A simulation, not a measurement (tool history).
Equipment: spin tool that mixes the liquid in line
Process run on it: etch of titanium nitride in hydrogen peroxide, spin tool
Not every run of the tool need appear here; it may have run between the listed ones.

run  hour  temperature setpoint of the liquid (K)  concentration of hydrogen peroxide in the mixed liquid (% by weight)  time under the liquid (s)  thickness taken off the titanium nitride on a monitor wafer (angstrom)
  1     0                                  330.15                                                                    25                         15                                                                  19.969
  2   1.5                                  328.15                                                                    25                         15                                                                  17.582
  3   9.3                                  326.65                                                                    25                         15                                                                  15.982
  4  16.7                                  326.65                                                                    25                         15                                                                  16.013
  5  19.2                                  326.65                                                                  21.5                         15                                                                  15.471
  6  27.5                                  326.65                                                                  25.5                         15                                                                  16.315

Forecast run 7:
  7  32.1                                  325.15                                                                  25.5                         15                                                                       ?

Run 7 produced thickness taken off the titanium nitride on a monitor wafer (angstrom) 14.428.
